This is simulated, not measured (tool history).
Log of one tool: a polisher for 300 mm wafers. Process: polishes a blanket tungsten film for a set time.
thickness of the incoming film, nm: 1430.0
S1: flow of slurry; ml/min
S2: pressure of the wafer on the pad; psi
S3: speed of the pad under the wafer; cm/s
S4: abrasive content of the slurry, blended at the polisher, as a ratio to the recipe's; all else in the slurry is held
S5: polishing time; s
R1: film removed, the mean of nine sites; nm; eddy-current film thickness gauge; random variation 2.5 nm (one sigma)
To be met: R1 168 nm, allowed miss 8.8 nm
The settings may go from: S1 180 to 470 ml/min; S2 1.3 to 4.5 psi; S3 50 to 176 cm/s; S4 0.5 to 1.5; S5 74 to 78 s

{"run": 1, "hour": 0.0, "S1": 300, "S2": 2.9, "S3": 112, "S4": 1, "S5": 74, "R1": 272.84}
{"run": 2, "hour": 7.4, "S1": 300, "S2": 2.9, "S3": 112, "S4": 1, "S5": 78, "R1": 285.08}
{"run": 3, "hour": 8.6, "S1": 300, "S2": 2.5, "S3": 110, "S4": 1, "S5": 78, "R1": 248.27}
{"run": 4, "hour": 17.5, "S1": 300, "S2": 2.1, "S3": 110, "S4": 1, "S5": 78, "R1": 223.7}
{"run": 5, "hour": 26.5, "S1": 275, "S2": 2.1, "S3": 110, "S4": 1, "S5": 78, "R1": 214.67}
{"run": 6, "hour": 29.5, "S1": 275, "S2": 2.8, "S3": 110, "S4": 1, "S5": 78, "R1": 270.11}
{"run": 7, "hour": 32.4, "S1": 275, "S2": 2.5, "S3": 108, "S4": 1, "S5": 78, "R1": 247.22}
{"run": 8, "hour": 35.1, "S1": 275, "S2": 2.2, "S3": 106, "S4": 1, "S5": 78, "R1": 216.19}
{"run": 9, "hour": 42.5, "S1": 275, "S2": 2, "S3": 106, "S4": 1, "S5": 78, "R1": 200.92}
{"run": 10, "hour": 48.6, "S1": 275, "S2": 1.9, "S3": 106, "S4": 1, "S5": 78, "R1": 198.46}
{"run": 11, "hour": 56.4, "S1": 275, "S2": 1.8, "S3": 106, "S4": 1, "S5": 78, "R1": 185.52}
{"run": 12, "hour": 63.1, "S1": 275, "S2": 1.7, "S3": 106, "S4": 1, "S5": 78, "R1": 179.72}

5 next moves are on the table. One of them brings every result within its allowed miss. Which?
{"run": "A", "hour": 69.8, "S1": 260, "S2": 1.7, "S3": 118, "S4": 0.9, "S5": 78, "R1": "?"}
{"run": "B", "hour": 69.8, "S1": 285, "S2": 2, "S3": 102, "S4": 1.05, "S5": 78, "R1": "?"}
{"run": "C", "hour": 69.8, "S1": 285, "S2": 1.5, "S3": 124, "S4": 1.15, "S5": 74, "R1": "?"}
{"run": "D", "hour": 69.8, "S1": 335, "S2": 1.5, "S3": 108, "S4": 0.85, "S5": 78, "R1": "?"}
{"run": "E", "hour": 69.8, "S1": 230, "S2": 1.7, "S3": 122, "S4": 0.95, "S5": 78, "R1": "?"}

move=A R1=195.53
move=B R1=199.11
move=C R1=188.69
move=D R1=168.51
move=E R1=199.63
A: further off than the last run
B: further off than the last run
C: further off than the last run
D: meets every target
E: further off than the last run
Answer: D
